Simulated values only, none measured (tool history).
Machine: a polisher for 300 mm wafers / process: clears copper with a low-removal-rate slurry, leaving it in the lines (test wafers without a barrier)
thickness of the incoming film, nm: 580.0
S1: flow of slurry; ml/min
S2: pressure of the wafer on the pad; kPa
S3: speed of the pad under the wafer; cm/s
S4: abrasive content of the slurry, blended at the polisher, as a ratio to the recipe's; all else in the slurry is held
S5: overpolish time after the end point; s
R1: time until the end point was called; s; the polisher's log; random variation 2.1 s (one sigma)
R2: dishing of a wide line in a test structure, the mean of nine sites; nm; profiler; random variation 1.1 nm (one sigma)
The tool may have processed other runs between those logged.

| run | hour | S1 | S2 | S3 | S4 | S5 | R1 | R2 |
|---|---|---|---|---|---|---|---|---|
| 1 | 0 | 235 | 24.8 | 114 | 1 | 25 | 158.72 | 61.656 |
| 2 | 3.4 | 235 | 24.8 | 88 | 1 | 25 | 194.54 | 53.97 |
| 3 | 6.1 | 235 | 24.8 | 86 | 1 | 28 | 196.67 | 56.716 |
| 4 | 8.8 | 235 | 24.8 | 86 | 1 | 31 | 196.92 | 60.903 |
| 5 | 9.4 | 235 | 24.8 | 114 | 1 | 31 | 159.44 | 73.636 |
| 6 | 14.9 | 235 | 23.4 | 114 | 1 | 33 | 166.2 | 74.214 |

Run 7 comes next. What will it give?
| 7 | 23.2 | 235 | 22.8 | 114 | 1 | 35 | ? | ? |

{"run 7": {"R1": 168.9, "R2": 73.89}}
